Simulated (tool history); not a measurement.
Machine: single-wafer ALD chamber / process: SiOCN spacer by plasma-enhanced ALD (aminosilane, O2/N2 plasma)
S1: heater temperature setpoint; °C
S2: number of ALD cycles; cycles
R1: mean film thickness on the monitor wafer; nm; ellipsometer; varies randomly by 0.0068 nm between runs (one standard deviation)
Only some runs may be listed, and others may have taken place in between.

Run 1, day 0.000: S1 415 °C, S2 46 cycles. Result: R1 2.6303 nm.
Run 2, day 0.321: S1 426 °C, S2 46 cycles. Result: R1 2.5514 nm.
Run 3, day 0.625: S1 416 °C, S2 46 cycles. Result: R1 2.6412 nm.
Run 4, day 0.896: S1 418 °C, S2 43 cycles. Result: R1 2.4525 nm.
Run 5, day 1.188: S1 418 °C, S2 47 cycles. Result: R1 2.6755 nm.
Run 6, day 1.212: S1 426 °C, S2 47 cycles. Result: R1 2.6172 nm.
Run 7, day 1.362: S1 427 °C, S2 44 cycles. Result: R1 2.4360 nm.

Run 8 comes next. What will it give?
Run 8, day 1.642: S1 428 °C, S2 42 cycles. Result: R1 ?.

Logged for run 8: R1 2.3255 nm.
